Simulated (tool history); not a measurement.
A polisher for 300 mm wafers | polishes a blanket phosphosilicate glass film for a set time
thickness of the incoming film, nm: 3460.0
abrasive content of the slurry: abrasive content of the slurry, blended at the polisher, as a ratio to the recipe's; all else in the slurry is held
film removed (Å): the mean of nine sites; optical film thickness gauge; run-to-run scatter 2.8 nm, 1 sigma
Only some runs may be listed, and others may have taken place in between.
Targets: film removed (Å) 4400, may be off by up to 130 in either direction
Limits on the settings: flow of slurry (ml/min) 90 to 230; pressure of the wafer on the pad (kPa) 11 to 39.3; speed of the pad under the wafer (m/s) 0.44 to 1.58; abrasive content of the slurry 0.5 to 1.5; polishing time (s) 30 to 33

run  hour  flow of slurry (ml/min)  pressure of the wafer on the pad (kPa)  speed of the pad under the wafer (m/s)  abrasive content of the slurry  polishing time (s)  film removed (Å)
  1     0                      150                                    24.8                                       1                               1                  33            3004.7
  2   2.6                      150                                    24.8                                    1.16                               1                  33            3390.6
  3   3.3                      150                                    24.8                                     0.9                               1                  33            2747.9
  4   9.2                      155                                    27.6                                     0.9                               1                  33            3049.1
  5  14.8                      160                                    30.3                                     0.9                               1                  33            3400.2
  6    16                      165                                    31.7                                     0.9                               1                  33            3502.7
  7  20.9                      165                                    33.1                                     0.9                               1                  33            3688.6
  8  29.7                      165                                    34.5                                     0.9                               1                  33            3811.3

4 next moves are on the table. One of them brings every result within its allowed miss. Which?
  A  38.5                      170                                    37.9                                    1.06                            0.95                  33                 ?
  B  38.5                      165                                    36.5                                    0.98                               1                  33                 ?
  C  38.5                      170                                    33.8                                    1.16                             0.7                  32                 ?
  D  38.5                      160                                    35.9                                    0.92                               1                  33                 ?

move  film removed (Å)
   A            4693.6
   B            4362.1
   C            3545.5
   D            4054.3
A: the result that was furthest off in the last run now lies on the other side of its target
B: every result within its allowed miss
C: lands further from the targets than the last run did
D: closer than the last run, but not yet in spec
Go with B: it meets all targets.
